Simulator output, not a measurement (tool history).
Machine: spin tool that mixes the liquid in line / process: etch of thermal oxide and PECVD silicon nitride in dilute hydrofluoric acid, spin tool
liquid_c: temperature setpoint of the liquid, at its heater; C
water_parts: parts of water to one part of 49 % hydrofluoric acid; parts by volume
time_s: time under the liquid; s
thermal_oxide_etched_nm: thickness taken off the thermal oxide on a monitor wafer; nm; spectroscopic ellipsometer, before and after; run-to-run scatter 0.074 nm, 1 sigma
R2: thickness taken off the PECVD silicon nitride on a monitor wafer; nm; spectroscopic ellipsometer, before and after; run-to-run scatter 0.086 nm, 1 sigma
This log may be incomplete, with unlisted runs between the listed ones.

run 1 hour=0.0 | liquid_c=21.0 water_parts=260 time_s=180 | thermal_oxide_etched_nm=2.5955 R2=1.13380
run 2 hour=3.2 | liquid_c=21.0 water_parts=260 time_s=125 | thermal_oxide_etched_nm=1.8357 R2=0.77961
run 3 hour=5.7 | liquid_c=21.0 water_parts=260 time_s=200 | thermal_oxide_etched_nm=2.8888 R2=1.22990
run 4 hour=10.5 | liquid_c=21.0 water_parts=300 time_s=200 | thermal_oxide_etched_nm=2.3795 R2=1.03220
run 5 hour=12.7 | liquid_c=21.5 water_parts=240 time_s=200 | thermal_oxide_etched_nm=3.2977 R2=1.33420
run 6 hour=14.0 | liquid_c=23.5 water_parts=220 time_s=200 | thermal_oxide_etched_nm=3.7972 R2=1.60730
run 7 hour=21.7 | liquid_c=24.0 water_parts=195 time_s=200 | thermal_oxide_etched_nm=4.6515 R2=1.91760
run 8 hour=26.9 | liquid_c=24.5 water_parts=180 time_s=200 | thermal_oxide_etched_nm=5.1266 R2=2.10150

The next listed run, before its measurement:
run 9 hour=28.8 | liquid_c=25.0 water_parts=170 time_s=200 | thermal_oxide_etched_nm=? R2=?

Run 9 gave thermal_oxide_etched_nm 5.7627 nm, R2 2.21090 nm.

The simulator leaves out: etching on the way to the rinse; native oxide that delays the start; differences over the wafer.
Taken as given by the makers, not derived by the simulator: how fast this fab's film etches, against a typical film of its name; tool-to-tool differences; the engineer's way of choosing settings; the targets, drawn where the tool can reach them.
